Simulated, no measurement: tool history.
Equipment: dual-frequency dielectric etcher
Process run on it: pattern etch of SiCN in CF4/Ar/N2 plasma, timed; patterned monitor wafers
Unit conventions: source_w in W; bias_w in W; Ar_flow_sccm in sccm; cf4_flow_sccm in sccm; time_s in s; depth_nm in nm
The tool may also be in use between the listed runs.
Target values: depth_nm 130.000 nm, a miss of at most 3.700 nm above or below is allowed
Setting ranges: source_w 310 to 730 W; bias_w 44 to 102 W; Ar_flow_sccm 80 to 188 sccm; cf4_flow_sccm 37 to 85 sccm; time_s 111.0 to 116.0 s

run 1 hour=0.0 | source_w=520 bias_w=73 Ar_flow_sccm=134 cf4_flow_sccm=61 time_s=111.0 | depth_nm=97.238
run 2 hour=8.9 | source_w=520 bias_w=85 Ar_flow_sccm=134 cf4_flow_sccm=61 time_s=111.0 | depth_nm=104.150
run 3 hour=17.8 | source_w=520 bias_w=85 Ar_flow_sccm=134 cf4_flow_sccm=61 time_s=111.0 | depth_nm=104.360
run 4 hour=23.9 | source_w=560 bias_w=86 Ar_flow_sccm=134 cf4_flow_sccm=61 time_s=111.0 | depth_nm=110.350
run 5 hour=25.0 | source_w=590 bias_w=87 Ar_flow_sccm=134 cf4_flow_sccm=61 time_s=111.0 | depth_nm=116.530
run 6 hour=30.0 | source_w=590 bias_w=76 Ar_flow_sccm=134 cf4_flow_sccm=61 time_s=111.0 | depth_nm=109.550
run 7 hour=33.5 | source_w=620 bias_w=77 Ar_flow_sccm=134 cf4_flow_sccm=61 time_s=111.0 | depth_nm=113.950
run 8 hour=38.9 | source_w=650 bias_w=78 Ar_flow_sccm=134 cf4_flow_sccm=61 time_s=111.0 | depth_nm=119.490
run 9 hour=42.2 | source_w=670 bias_w=78 Ar_flow_sccm=134 cf4_flow_sccm=61 time_s=111.0 | depth_nm=123.070
run 10 hour=50.5 | source_w=680 bias_w=78 Ar_flow_sccm=134 cf4_flow_sccm=61 time_s=111.0 | depth_nm=124.300
run 11 hour=57.6 | source_w=690 bias_w=78 Ar_flow_sccm=134 cf4_flow_sccm=61 time_s=111.0 | depth_nm=126.230

Which single option among these 5 for the next run brings every result within its allowed miss of target? Just one does.
run A hour=64.7 | source_w=620 bias_w=81 Ar_flow_sccm=111 cf4_flow_sccm=63 time_s=111.0 | depth_nm=?
run B hour=64.7 | source_w=630 bias_w=81 Ar_flow_sccm=134 cf4_flow_sccm=53 time_s=113.5 | depth_nm=?
run C hour=64.7 | source_w=730 bias_w=78 Ar_flow_sccm=129 cf4_flow_sccm=58 time_s=111.0 | depth_nm=?
run D hour=64.7 | source_w=690 bias_w=63 Ar_flow_sccm=98 cf4_flow_sccm=52 time_s=113.0 | depth_nm=?
run E hour=64.7 | source_w=680 bias_w=75 Ar_flow_sccm=162 cf4_flow_sccm=65 time_s=113.5 | depth_nm=?

move=A depth_nm=120.550
move=B depth_nm=119.820
move=C depth_nm=131.630
move=D depth_nm=119.830
move=E depth_nm=122.600
A: moves away from the targets compared with the last run
B: moves away from the targets compared with the last run
C: hits every target within its allowed miss
D: moves away from the targets compared with the last run
E: moves away from the targets compared with the last run
Move C is the one to make.
